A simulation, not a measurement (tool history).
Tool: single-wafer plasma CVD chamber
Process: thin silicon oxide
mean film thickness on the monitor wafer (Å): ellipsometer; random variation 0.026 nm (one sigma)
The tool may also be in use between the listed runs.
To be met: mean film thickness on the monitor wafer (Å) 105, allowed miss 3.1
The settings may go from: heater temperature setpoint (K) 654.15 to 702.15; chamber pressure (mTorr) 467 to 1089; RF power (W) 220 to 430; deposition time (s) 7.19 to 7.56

run  hour  heater temperature setpoint (K)  chamber pressure (mTorr)  RF power (W)  deposition time (s)  mean film thickness on the monitor wafer (Å)
  1     0                           678.15                       778           325                 7.56                                        151.47
  2   0.7                           678.15                       778           325                 7.19                                        143.95
  3   3.5                           678.15                       752           325                 7.19                                        139.95
  4  11.6                           678.15                       752           325                 7.56                                        147.51
  5  19.8                           678.15                       723           320                 7.55                                        140.02
  6  23.9                           678.15                       723           320                 7.56                                        140.53
  7  29.4                           678.15                       699           320                 7.56                                        135.43
  8  35.8                           678.15                       679           320                 7.56                                        131.49
  9  44.4                           678.15                       662           320                 7.56                                        127.99
 10  51.7                           678.15                       506           310                 7.52                                        93.498
 11  57.7                           678.15                       513           310                 7.52                                        94.643
 12  63.4                           678.15                       519           310                 7.52                                        96.094
 13  66.3                           678.15                       524           310                 7.52                                        96.926

Which of these 5 next moves meets every target?
  A  69.2                           678.15                       589           245                 7.56                                             ?
  B  69.2                           682.15                       514           320                 7.56                                             ?
  C  69.2                           678.15                       535           315                 7.46                                             ?
  D  69.2                           672.15                       559           290                 7.19                                             ?
  E  69.2                           675.15                       495           370                 7.56                                             ?

move  mean film thickness on the monitor wafer (Å)
   A                                        104.94
   B                                        95.596
   C                                        98.622
   D                                        98.342
   E                                        95.345
A: meets every target
B: further off than the last run
C: nearer than the last run, and not there yet
D: nearer than the last run, and not there yet
E: further off than the last run
The right move is A.
